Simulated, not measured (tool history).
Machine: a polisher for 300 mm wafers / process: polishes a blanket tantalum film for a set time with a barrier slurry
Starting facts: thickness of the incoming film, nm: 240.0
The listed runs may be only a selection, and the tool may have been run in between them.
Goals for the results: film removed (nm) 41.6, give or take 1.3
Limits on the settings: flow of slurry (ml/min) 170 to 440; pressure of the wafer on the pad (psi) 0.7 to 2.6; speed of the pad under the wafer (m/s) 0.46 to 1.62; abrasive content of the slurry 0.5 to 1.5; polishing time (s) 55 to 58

run    day  flow of slurry (ml/min)  pressure of the wafer on the pad (psi)  speed of the pad under the wafer (m/s)  abrasive content of the slurry  polishing time (s)  film removed (nm)
  1      0                      280                                     1.6                                    1.04                               1                  55             83.502
  2  0.142                      280                                     1.6                                    1.04                             0.9                  55             82.751
  3  0.512                      280                                     1.4                                    1.02                             0.9                  55             72.444
  4  0.612                      280                                     1.3                                       1                             0.9                  55             64.639
  5  0.812                      280                                     1.2                                       1                             0.9                  55             60.853
  6  1.075                      280                                     1.1                                       1                             0.9                  55             55.517
  7  1.342                      280                                       1                                       1                             0.9                  55             51.231
  8  1.375                      275                                     0.7                                       1                             0.9                  55             37.086
  9  1.675                      290                                     0.7                                       1                             0.9                  55             37.045

Which one of the following 4 next-run settings gets every result inside its allowed miss? There is exactly one.
  A  1.975                      295                                     0.7                                    0.96                             1.1                  58                  ?
  B  1.975                      290                                     0.8                                     0.7                            0.75                  58                  ?
  C  1.975                      290                                       1                                    0.76                             0.9                  58                  ?
  D  1.975                      170                                     0.7                                    0.98                             0.7                  55                  ?

move  film removed (nm)
   A             38.557
   B              29.59
   C             40.889
   D             32.094
A: better than the last run, though not everything is in spec
B: lands further from the targets than the last run did
C: in spec on every target
D: lands further from the targets than the last run did
Go with C: it meets all targets.
